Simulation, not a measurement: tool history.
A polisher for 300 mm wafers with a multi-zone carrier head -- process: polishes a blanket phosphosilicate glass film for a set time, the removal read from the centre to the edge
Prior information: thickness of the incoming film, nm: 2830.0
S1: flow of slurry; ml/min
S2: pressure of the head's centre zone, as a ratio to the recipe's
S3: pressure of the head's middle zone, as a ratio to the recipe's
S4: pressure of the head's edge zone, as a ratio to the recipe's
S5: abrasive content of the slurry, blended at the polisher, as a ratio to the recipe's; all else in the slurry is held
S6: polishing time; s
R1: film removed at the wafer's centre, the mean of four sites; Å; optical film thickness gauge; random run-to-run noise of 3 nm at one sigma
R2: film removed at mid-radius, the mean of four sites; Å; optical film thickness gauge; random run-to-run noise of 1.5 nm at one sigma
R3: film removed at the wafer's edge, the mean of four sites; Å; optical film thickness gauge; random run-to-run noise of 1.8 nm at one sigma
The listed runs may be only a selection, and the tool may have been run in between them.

Run 1, hour 0: S1 280 ml/min, S2 1, S3 1, S4 1, S5 1, S6 36 s. Result: R1 3469.9 Å, R2 3438.7 Å, R3 3485.5 Å.
Run 2, hour 3.5: S1 270 ml/min, S2 0.97, S3 0.96, S4 0.97, S5 0.9, S6 36 s. Result: R1 3171.2 Å, R2 3194.2 Å, R3 3359.3 Å.
Run 3, hour 11.5: S1 265 ml/min, S2 0.96, S3 0.94, S4 0.95, S5 0.8, S6 35 s. Result: R1 3006.5 Å, R2 2946.3 Å, R3 3091 Å.
Run 4, hour 14.1: S1 265 ml/min, S2 0.88, S3 0.94, S4 0.95, S5 0.8, S6 35 s. Result: R1 2736.6 Å, R2 2936.1 Å, R3 3116.5 Å.
Run 5, hour 22.5: S1 260 ml/min, S2 0.87, S3 0.92, S4 0.93, S5 0.75, S6 35 s. Result: R1 2639.1 Å, R2 2818.3 Å, R3 3054.6 Å.
Run 6, hour 24.1: S1 260 ml/min, S2 0.87, S3 0.92, S4 0.98, S5 0.75, S6 35 s. Result: R1 2647.9 Å, R2 2813.1 Å, R3 3109.7 Å.

Forecast run 7:
Run 7, hour 25.3: S1 255 ml/min, S2 0.87, S3 0.91, S4 0.96, S5 0.7, S6 35 s. Result: R1 ?, R2 ?, R3 ?.

{"run 7": {"R1": 2604.3, "R2": 2753.5, "R3": 2964.5}}
